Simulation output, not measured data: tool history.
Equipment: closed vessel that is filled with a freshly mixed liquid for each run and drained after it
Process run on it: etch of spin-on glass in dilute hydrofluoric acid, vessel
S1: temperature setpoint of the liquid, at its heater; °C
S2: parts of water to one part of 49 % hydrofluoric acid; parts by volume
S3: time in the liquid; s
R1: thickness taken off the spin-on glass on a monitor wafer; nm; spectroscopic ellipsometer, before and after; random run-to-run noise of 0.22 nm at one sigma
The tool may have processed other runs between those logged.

run	day	S1	S2	S3	R1
1	0.000	23.0	85	30	20.422
2	0.046	25.0	80	30	23.510
3	0.417	25.0	70	30	27.502
4	0.729	25.0	70	30	27.282
5	1.012	26.0	70	30	28.780
6	1.179	26.5	70	30	28.932
7	1.412	27.0	70	30	29.520
8	1.767	27.5	70	30	30.518
# day 2.121: thermometer replaced
9	2.121	28.0	70	30	28.427

Forecast run 10:
10	2.254	28.5	65	30	?

R1: 30.763 nm

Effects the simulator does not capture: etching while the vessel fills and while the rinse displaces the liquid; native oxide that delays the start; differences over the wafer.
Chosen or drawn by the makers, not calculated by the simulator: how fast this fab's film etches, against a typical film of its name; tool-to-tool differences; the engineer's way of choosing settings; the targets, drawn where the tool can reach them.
